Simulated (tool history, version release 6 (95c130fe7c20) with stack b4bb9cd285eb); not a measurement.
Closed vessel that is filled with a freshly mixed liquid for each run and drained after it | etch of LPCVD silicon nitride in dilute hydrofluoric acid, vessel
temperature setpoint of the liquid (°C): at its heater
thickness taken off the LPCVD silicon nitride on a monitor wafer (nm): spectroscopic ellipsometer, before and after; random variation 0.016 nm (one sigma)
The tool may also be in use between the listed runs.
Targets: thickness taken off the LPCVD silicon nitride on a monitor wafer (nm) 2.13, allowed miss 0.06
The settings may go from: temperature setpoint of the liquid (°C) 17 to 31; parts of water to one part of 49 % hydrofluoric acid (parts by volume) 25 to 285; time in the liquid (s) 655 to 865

run,hour,temperature setpoint of the liquid (°C),parts of water to one part of 49 % hydrofluoric acid (parts by volume),time in the liquid (s),thickness taken off the LPCVD silicon nitride on a monitor wafer (nm)
1,0,23,155,865,3.377
2,6.2,23,125,865,4.1446
3,11.5,21.5,135,865,3.4511
4,19.2,21.5,135,655,2.6195
5,26.4,21,135,655,2.533
6,32.7,20.5,135,655,2.4373
7,40.3,20,135,655,2.3761
8,43,19.5,135,655,2.2931
9,51.5,19,135,655,2.2162

Which of these 4 next moves meets every target?
A,60,17,120,725,?
B,60,19,180,835,?
C,60,19,150,760,?
D,60,18.5,135,695,?

move,thickness taken off the LPCVD silicon nitride on a monitor wafer (nm)
A,2.3785
B,2.1207
C,2.3039
D,2.2557
A: further off than the last run
B: meets every target
C: further off than the last run
D: further off than the last run
Move B is the one to make.
